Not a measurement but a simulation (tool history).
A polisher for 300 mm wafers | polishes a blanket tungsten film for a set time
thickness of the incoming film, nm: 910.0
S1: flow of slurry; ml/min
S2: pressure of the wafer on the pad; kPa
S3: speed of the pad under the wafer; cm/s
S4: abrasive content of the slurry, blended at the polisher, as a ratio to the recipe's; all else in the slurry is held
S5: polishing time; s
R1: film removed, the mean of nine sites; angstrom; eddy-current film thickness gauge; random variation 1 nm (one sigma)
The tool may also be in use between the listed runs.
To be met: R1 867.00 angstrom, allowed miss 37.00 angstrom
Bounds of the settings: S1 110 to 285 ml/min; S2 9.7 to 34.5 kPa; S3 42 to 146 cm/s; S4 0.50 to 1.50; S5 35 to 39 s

run	hour	S1	S2	S3	S4	S5	R1
1	0.0	180	22.1	94	1.00	39	1534.30
2	8.3	180	22.1	72	1.00	39	1196.50
3	13.3	180	27.6	72	1.00	39	1397.10
4	21.8	180	24.8	70	1.00	39	1259.60
5	26.7	180	24.8	84	1.00	39	1519.10
6	30.0	180	24.8	84	0.80	39	1463.20
7	32.6	175	18.6	80	0.80	39	1111.40
8	33.9	175	17.2	80	0.80	39	1036.00
9	40.0	175	16.5	80	0.80	39	1023.10
10	45.8	175	15.9	80	0.80	39	983.89
# hour 48.5: slurry blender recalibrated
11	48.5	175	15.2	80	0.80	39	1010.10
12	54.2	170	14.5	80	0.80	39	986.03
13	55.7	170	11.0	80	0.80	39	827.00

4 next moves are on the table. One of them brings every result within its allowed miss. Which?
A	57.2	225	11.0	100	0.55	39	?
B	57.2	170	13.1	86	0.80	39	?
C	57.2	200	11.0	84	0.85	38	?
D	57.2	165	11.0	86	0.70	35	?

move	R1
A	949.09
B	957.18
C	848.23
D	749.17
A: takes the result that was furthest off past its target
B: takes the result that was furthest off past its target
C: meets every target
D: further off than the last run
The right move is C.
